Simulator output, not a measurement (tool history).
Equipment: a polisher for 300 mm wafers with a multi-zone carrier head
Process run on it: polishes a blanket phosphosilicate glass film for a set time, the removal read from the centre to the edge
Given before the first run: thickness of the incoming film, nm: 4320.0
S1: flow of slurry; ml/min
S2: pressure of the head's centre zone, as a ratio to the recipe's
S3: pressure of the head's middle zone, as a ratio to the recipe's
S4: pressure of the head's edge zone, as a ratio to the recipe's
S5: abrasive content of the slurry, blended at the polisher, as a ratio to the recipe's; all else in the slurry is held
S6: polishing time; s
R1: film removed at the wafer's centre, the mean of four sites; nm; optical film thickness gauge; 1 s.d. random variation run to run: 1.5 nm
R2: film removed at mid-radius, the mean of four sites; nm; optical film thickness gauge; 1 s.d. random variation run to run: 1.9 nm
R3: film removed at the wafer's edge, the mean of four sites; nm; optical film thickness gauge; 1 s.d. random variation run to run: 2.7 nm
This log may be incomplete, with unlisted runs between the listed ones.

run 1 hour=0 | S1=215 S2=1 S3=1 S4=1 S5=1 S6=49 | R1=370.82 R2=357.74 R3=358.71
run 2 hour=4.6 | S1=215 S2=1 S3=1 S4=1 S5=0.85 S6=49 | R1=343.96 R2=335.87 R3=332.06
run 3 hour=5.6 | S1=215 S2=1.04 S3=1 S4=1 S5=0.85 S6=49 | R1=357.56 R2=333.88 R3=336.93
run 4 hour=13.7 | S1=215 S2=1.04 S3=1 S4=1 S5=0.85 S6=44 | R1=318.3 R2=302.1 R3=298.73
run 5 hour=15.9 | S1=200 S2=0.98 S3=0.99 S4=0.95 S5=0.8 S6=44 | R1=286.48 R2=288.39 R3=281.4
run 6 hour=16.8 | S1=200 S2=0.98 S3=1.02 S4=0.95 S5=0.8 S6=44 | R1=288.9 R2=292.62 R3=283.37
run 7 hour=25.8 | S1=195 S2=0.95 S3=1.04 S4=0.9 S5=0.75 S6=44 | R1=267.56 R2=284.55 R3=262.13
run 8 hour=29 | S1=180 S2=0.93 S3=1.05 S4=0.88 S5=0.75 S6=44 | R1=258.56 R2=286.44 R3=259.62

Run 9 is up next; what results do you expect?
run 9 hour=37.2 | S1=170 S2=0.92 S3=1.04 S4=0.86 S5=0.75 S6=44 | R1=? R2=? R3=?

{"run 9": {"R1": 250.36, "R2": 277.55, "R3": 257.32}}

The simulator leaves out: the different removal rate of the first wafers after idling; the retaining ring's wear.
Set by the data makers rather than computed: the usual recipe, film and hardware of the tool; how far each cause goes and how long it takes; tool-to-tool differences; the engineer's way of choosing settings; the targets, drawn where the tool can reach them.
